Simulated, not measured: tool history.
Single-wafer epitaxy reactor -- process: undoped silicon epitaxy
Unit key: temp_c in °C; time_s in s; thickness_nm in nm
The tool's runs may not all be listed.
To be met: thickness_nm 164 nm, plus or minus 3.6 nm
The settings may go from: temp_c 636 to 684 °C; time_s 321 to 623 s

run	hour	temp_c	time_s	thickness_nm
1	0	660	472	102.3
2	5	664	473	109.73
3	12.3	655	473	92.631
4	16.2	655	417	81.702
5	23.8	651	417	75.814
6	25.8	657	429	87.397
7	27.5	662	439	98.257
8	33.1	666	447	107.56
9	38.4	669	455	115.56
10	43.9	672	461	124

Exactly one of the 5 candidate moves below puts every result within its allowed miss. Which one?
A	49.4	679	537	?
B	49.4	684	517	?
C	49.4	654	453	?
D	49.4	684	519	?
E	49.4	680	488	?

move	thickness_nm
A	164.44
B	173.25
C	87.264
D	173.92
E	152.16
A: hits every target within its allowed miss
B: takes the biggest miss from the last run beyond its target
C: further off than the last run
D: takes the biggest miss from the last run beyond its target
E: moves toward the targets from the last run without getting all of them in spec
Go with A: it meets all targets.
